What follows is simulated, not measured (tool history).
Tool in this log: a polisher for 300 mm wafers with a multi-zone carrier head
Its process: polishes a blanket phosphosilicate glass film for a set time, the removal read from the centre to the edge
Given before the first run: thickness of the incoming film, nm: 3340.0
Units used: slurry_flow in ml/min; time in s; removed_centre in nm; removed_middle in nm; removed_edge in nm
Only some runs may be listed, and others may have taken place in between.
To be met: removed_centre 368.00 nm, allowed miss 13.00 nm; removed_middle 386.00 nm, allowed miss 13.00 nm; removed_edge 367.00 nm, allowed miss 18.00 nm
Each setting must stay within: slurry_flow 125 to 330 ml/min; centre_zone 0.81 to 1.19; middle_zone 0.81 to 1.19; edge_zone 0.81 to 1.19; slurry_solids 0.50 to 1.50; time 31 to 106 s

run,hour,slurry_flow,centre_zone,middle_zone,edge_zone,slurry_solids,time,removed_centre,removed_middle,removed_edge
1,0.0,210,1.00,1.00,1.00,1.00,68,441.76,427.08,432.12
2,3.4,210,1.00,1.00,1.00,1.00,85,555.93,531.10,547.39
3,8.3,210,1.00,1.00,1.00,1.00,70,455.20,445.10,438.58
4,9.4,210,1.00,1.00,1.00,1.20,70,496.29,481.48,480.65
5,12.7,210,1.00,1.07,1.00,1.20,70,500.43,497.20,493.19
6,15.7,210,1.00,1.07,1.00,1.40,70,523.50,528.06,511.29
7,19.9,205,0.97,1.03,0.95,1.20,69,466.31,473.69,462.63
8,26.8,210,0.95,1.02,0.91,1.10,68,428.85,452.17,430.44

Exercise: of the 5 proposed moves below, exactly one satisfies all targets within the stated allowed misses. Which move is it?
A,33.7,190,0.93,1.01,0.88,1.15,58,?,?,?
B,33.7,270,1.03,1.19,0.81,1.00,54,?,?,?
C,33.7,220,0.83,1.07,0.82,1.20,58,?,?,?
D,33.7,150,1.17,0.98,0.84,0.85,67,?,?,?
E,33.7,200,1.19,0.99,0.81,1.25,55,?,?,?

move,removed_centre,removed_middle,removed_edge
A,374.19,385.25,371.75
B,376.95,387.63,321.20
C,344.38,412.08,369.71
D,466.06,374.20,362.97
E,472.46,374.10,352.41
A: each result inside its tolerance
B: corrects the largest miss of the last run, while another result sits out of spec
C: nearer the targets than the last run, but a result is still out of spec
D: corrects the largest miss of the last run, while another result sits out of spec
E: corrects the largest miss of the last run, while another result sits out of spec
Move A is the one to make.
